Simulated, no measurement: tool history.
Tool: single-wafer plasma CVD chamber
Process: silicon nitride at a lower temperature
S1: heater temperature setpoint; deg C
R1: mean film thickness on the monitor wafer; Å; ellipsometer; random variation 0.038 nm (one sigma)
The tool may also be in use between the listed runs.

{"run": 1, "hour": 0.0, "S1": 330, "chamber pressure (mTorr)": 1690, "RF power (kW)": 0.28, "deposition time (s)": 16.2, "R1": 190.03}
{"run": 2, "hour": 8.1, "S1": 330, "chamber pressure (mTorr)": 1690, "RF power (kW)": 0.255, "deposition time (s)": 16.2, "R1": 181.6}
{"run": 3, "hour": 16.1, "S1": 330, "chamber pressure (mTorr)": 1670, "RF power (kW)": 0.255, "deposition time (s)": 16.2, "R1": 180.45}
{"run": 4, "hour": 18.6, "S1": 330, "chamber pressure (mTorr)": 1670, "RF power (kW)": 0.215, "deposition time (s)": 16.2, "R1": 164.58}
{"run": 5, "hour": 21.6, "S1": 330, "chamber pressure (mTorr)": 1770, "RF power (kW)": 0.215, "deposition time (s)": 16.2, "R1": 166.24}
{"run": 6, "hour": 26.0, "S1": 330, "chamber pressure (mTorr)": 1870, "RF power (kW)": 0.215, "deposition time (s)": 16.2, "R1": 168.87}
{"run": 7, "hour": 35.0, "S1": 330, "chamber pressure (mTorr)": 1940, "RF power (kW)": 0.215, "deposition time (s)": 16.2, "R1": 170.3}

Run 8 comes next. What will it give?
{"run": 8, "hour": 40.4, "S1": 330, "chamber pressure (mTorr)": 1940, "RF power (kW)": 0.215, "deposition time (s)": 16.2, "R1": "?"}

{"run 8": {"R1": 170.37}}
